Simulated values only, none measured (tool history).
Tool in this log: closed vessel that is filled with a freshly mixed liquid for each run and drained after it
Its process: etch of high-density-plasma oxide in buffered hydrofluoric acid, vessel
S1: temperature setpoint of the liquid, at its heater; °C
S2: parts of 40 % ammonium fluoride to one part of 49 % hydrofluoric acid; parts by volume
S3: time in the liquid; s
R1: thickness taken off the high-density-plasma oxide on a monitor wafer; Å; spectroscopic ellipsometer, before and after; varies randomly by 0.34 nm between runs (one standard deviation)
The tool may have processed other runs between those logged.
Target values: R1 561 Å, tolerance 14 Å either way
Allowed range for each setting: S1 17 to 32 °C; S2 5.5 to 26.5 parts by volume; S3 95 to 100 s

run,hour,S1,S2,S3,R1
1,0,24,16,95,762.39
2,8.3,24,16,100,806.35
3,9.7,24,16,95,768.48
4,10.9,21.5,16,95,665.13
5,14,21.5,16,100,700.41
6,15.2,24,16,100,799.02
7,20.4,23,16,100,754.62
8,22.8,22,16,100,722.45
9,25.3,21.5,16,100,696.91
10,27,21,16,100,678.95
11,33.9,20.5,16,100,664.99
12,40.1,17,16,100,541.95

Next run, 4 choices. One meets every target within its allowed miss, the rest don't. Which?
A,46.3,17,16.5,100,?
B,46.3,17,15.5,95,?
C,46.3,20.5,20.5,100,?
D,46.3,18,15.5,95,?

move,R1
A,524.92
B,530.37
C,520.25
D,561.49
A: the biggest miss grows against the last run
B: the biggest miss grows against the last run
C: the biggest miss grows against the last run
D: every result lands within tolerance
The right move is D.
